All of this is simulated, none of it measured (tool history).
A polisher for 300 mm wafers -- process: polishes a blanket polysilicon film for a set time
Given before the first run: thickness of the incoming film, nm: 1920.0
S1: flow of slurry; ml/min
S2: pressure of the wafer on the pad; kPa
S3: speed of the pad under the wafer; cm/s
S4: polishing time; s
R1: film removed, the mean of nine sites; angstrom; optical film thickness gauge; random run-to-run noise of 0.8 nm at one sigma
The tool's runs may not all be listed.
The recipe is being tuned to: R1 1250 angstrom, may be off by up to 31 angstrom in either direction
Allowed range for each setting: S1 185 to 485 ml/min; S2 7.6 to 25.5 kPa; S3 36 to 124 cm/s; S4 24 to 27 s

run,hour,S1,S2,S3,S4,R1
1,0,310,16.5,80,27,1827.2
2,2.9,310,15.2,80,27,1673.6
3,9.2,310,11.7,80,27,1299.5
4,13.8,310,15.9,80,27,1763.6
5,14.7,310,15.9,80,27,1739.2
6,16.1,310,15.9,64,27,1449.1
7,17.6,310,15.2,64,27,1407.6
8,26.5,310,14.5,64,27,1324.2
9,28.5,310,14.5,64,27,1334.4

5 next moves are on the table. One of them brings every result within its allowed miss. Which?
A,30.5,280,15.2,68,27,?
B,30.5,375,15.2,60,25,?
C,30.5,260,13.8,68,24,?
D,30.5,340,15.2,62,27,?
E,30.5,350,13.1,76,27,?

move,R1
A,1432.5
B,1226.5
C,1151.7
D,1350.4
E,1396.7
A: further off than the last run
B: all results in spec
C: takes the biggest miss from the last run beyond its target
D: further off than the last run
E: further off than the last run
Move B is the one to make.
